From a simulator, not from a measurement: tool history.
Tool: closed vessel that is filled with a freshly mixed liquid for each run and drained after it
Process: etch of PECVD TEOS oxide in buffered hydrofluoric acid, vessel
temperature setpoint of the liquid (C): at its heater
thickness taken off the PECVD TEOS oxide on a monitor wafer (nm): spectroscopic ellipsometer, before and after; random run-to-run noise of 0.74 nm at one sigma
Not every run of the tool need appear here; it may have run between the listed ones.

run,hour,temperature setpoint of the liquid (C),parts of 40 % ammonium fluoride to one part of 49 % hydrofluoric acid (parts by volume),time in the liquid (s),thickness taken off the PECVD TEOS oxide on a monitor wafer (nm)
1,0,24,15,30,42.834
2,8,21,15,30,36.512
3,9.4,23,14,30,43.508
4,15.2,23,14,30,43.275
5,23.1,23,11.5,30,53.242
6,26.7,23,15,30,40.512
7,29.1,24.5,14,30,47.436
8,37.1,26,13,30,54.666

What does the tool deliver on the next run?
9,44.8,27,12.5,30,?

{"run 9": {"thickness taken off the PECVD TEOS oxide on a monitor wafer (nm)": 60.379}}
